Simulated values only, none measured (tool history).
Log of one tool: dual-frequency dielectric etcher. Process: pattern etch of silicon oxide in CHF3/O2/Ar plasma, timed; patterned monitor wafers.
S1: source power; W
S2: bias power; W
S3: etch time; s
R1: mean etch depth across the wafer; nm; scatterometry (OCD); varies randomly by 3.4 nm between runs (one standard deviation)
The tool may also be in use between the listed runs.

| run | day | S1 | S2 | S3 | R1 |
|---|---|---|---|---|---|
| 1 | 0 | 460 | 121 | 690 | 1082.7 |
| 2 | 0.029 | 440 | 120 | 690 | 1062 |
| 3 | 0.158 | 420 | 119 | 690 | 1041.6 |
| 4 | 0.333 | 410 | 118 | 690 | 1032.4 |
| 5 | 0.383 | 400 | 117 | 690 | 1021.3 |
| 6 | 0.679 | 400 | 107 | 690 | 996.48 |
| 7 | 0.921 | 390 | 106 | 690 | 987.45 |
| 8 | 1.071 | 380 | 106 | 690 | 982.83 |

Predict the results of run 9:
| 9 | 1.438 | 370 | 105 | 690 | ? |

Run 9 came out at R1 964.28 nm.

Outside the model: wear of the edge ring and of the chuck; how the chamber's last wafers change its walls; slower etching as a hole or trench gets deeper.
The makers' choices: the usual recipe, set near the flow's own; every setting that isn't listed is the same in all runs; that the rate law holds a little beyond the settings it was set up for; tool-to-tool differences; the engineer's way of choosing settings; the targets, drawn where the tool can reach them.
